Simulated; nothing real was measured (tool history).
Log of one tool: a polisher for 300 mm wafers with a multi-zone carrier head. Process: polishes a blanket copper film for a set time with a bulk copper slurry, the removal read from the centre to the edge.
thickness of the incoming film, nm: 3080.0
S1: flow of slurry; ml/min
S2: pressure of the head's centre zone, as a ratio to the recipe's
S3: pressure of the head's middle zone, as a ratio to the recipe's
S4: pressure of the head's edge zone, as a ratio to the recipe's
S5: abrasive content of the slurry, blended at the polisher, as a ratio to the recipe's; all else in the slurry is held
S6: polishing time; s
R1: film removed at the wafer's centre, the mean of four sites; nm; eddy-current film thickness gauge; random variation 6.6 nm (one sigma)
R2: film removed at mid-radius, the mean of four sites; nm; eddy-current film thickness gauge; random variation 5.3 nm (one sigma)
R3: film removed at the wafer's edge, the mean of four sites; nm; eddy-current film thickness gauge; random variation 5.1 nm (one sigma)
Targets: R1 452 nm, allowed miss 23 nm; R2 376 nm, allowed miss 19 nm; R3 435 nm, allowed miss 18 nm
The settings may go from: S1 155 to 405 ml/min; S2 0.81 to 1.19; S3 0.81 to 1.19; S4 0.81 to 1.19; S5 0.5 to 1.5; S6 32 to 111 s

{"run": 1, "hour": 0.0, "S1": 260, "S2": 1, "S3": 1, "S4": 1, "S5": 1, "S6": 71, "R1": 710.27, "R2": 705.97, "R3": 731.22}
{"run": 2, "hour": 7.6, "S1": 260, "S2": 1, "S3": 1.08, "S4": 1, "S5": 1, "S6": 71, "R1": 721.08, "R2": 778.54, "R3": 719.64}
{"run": 3, "hour": 11.9, "S1": 260, "S2": 1.01, "S3": 1.04, "S4": 0.99, "S5": 0.9, "S6": 65, "R1": 636.63, "R2": 674.07, "R3": 644.25}
{"run": 4, "hour": 18.2, "S1": 260, "S2": 0.97, "S3": 1.04, "S4": 0.99, "S5": 0.9, "S6": 65, "R1": 610, "R2": 679.22, "R3": 635.73}
{"run": 5, "hour": 26.8, "S1": 260, "S2": 1.02, "S3": 1.04, "S4": 0.99, "S5": 0.9, "S6": 65, "R1": 628.65, "R2": 680.64, "R3": 649.73}
{"run": 6, "hour": 34.7, "S1": 260, "S2": 1.02, "S3": 1.04, "S4": 0.99, "S5": 1, "S6": 65, "R1": 680.5, "R2": 686.82, "R3": 671.56}
{"run": 7, "hour": 36.5, "S1": 260, "S2": 1.05, "S3": 1, "S4": 0.97, "S5": 0.9, "S6": 59, "R1": 624.55, "R2": 574.56, "R3": 585.05}
{"run": 8, "hour": 41.0, "S1": 255, "S2": 1.04, "S3": 0.96, "S4": 0.96, "S5": 0.8, "S6": 57, "R1": 540.07, "R2": 537.96, "R3": 538.25}
{"run": 9, "hour": 42.8, "S1": 255, "S2": 1.06, "S3": 0.93, "S4": 0.96, "S5": 0.75, "S6": 54, "R1": 530.07, "R2": 478.62, "R3": 516.69}
{"run": 10, "hour": 47.4, "S1": 255, "S2": 1.07, "S3": 0.91, "S4": 0.95, "S5": 0.7, "S6": 53, "R1": 514.17, "R2": 457.09, "R3": 485.8}
{"run": 11, "hour": 52.0, "S1": 250, "S2": 1.07, "S3": 0.89, "S4": 0.95, "S5": 0.65, "S6": 52, "R1": 493.03, "R2": 421.55, "R3": 470.86}
{"run": 12, "hour": 57.2, "S1": 245, "S2": 1.07, "S3": 0.88, "S4": 0.94, "S5": 0.65, "S6": 52, "R1": 497.27, "R2": 424.1, "R3": 455.18}
{"run": 13, "hour": 61.7, "S1": 240, "S2": 1.06, "S3": 0.86, "S4": 0.95, "S5": 0.65, "S6": 52, "R1": 483.47, "R2": 403.61, "R3": 470.4}
{"run": 14, "hour": 63.6, "S1": 235, "S2": 1.06, "S3": 0.85, "S4": 0.94, "S5": 0.65, "S6": 52, "R1": 487.37, "R2": 413.79, "R3": 457.93}
{"run": 15, "hour": 64.3, "S1": 235, "S2": 1.06, "S3": 0.84, "S4": 0.94, "S5": 0.6, "S6": 52, "R1": 475.28, "R2": 407.05, "R3": 439.36}

5 next moves are on the table. One of them brings every result within its allowed miss. Which?
{"run": "A", "hour": 65.0, "S1": 155, "S2": 1.07, "S3": 0.82, "S4": 0.95, "S5": 0.5, "S6": 57, "R1": "?", "R2": "?", "R3": "?"}
{"run": "B", "hour": 65.0, "S1": 340, "S2": 1.13, "S3": 0.9, "S4": 0.99, "S5": 0.75, "S6": 47, "R1": "?", "R2": "?", "R3": "?"}
{"run": "C", "hour": 65.0, "S1": 275, "S2": 0.95, "S3": 0.95, "S4": 0.88, "S5": 0.5, "S6": 58, "R1": "?", "R2": "?", "R3": "?"}
{"run": "D", "hour": 65.0, "S1": 180, "S2": 1.05, "S3": 0.85, "S4": 0.81, "S5": 0.5, "S6": 58, "R1": "?", "R2": "?", "R3": "?"}
{"run": "E", "hour": 65.0, "S1": 260, "S2": 1.19, "S3": 0.82, "S4": 0.9, "S5": 0.7, "S6": 48, "R1": "?", "R2": "?", "R3": "?"}

move=A R1=457.19 R2=381.07 R3=438.97
move=B R1=509.49 R2=427.52 R3=451.29
move=C R1=459.76 R2=482.15 R3=461.99
move=D R1=473.23 R2=412.34 R3=425.06
move=E R1=520.95 R2=385.68 R3=423.63
A: meets every target
B: further off than the last run
C: further off than the last run
D: further off than the last run
E: brings the result that was furthest off to its target, and leaves another outside
The right move is A.
